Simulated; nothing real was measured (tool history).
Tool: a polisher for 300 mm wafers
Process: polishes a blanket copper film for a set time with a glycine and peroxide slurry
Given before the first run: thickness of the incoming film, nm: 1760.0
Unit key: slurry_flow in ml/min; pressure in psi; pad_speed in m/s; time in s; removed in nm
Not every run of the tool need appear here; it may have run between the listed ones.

run	hour	slurry_flow	pressure	pad_speed	time	removed
1	0.0	155	3.2	1.20	23	166.11
2	3.7	145	2.8	1.20	23	144.17
3	11.5	120	2.8	1.20	23	142.41
4	19.9	120	2.8	1.20	23	137.99
5	21.8	115	2.6	1.20	23	131.41
6	23.7	100	2.6	1.20	23	126.89

For run 7, what comes out?
7	24.4	100	2.5	1.20	23	?

{"run 7": {"removed": 123.26}}
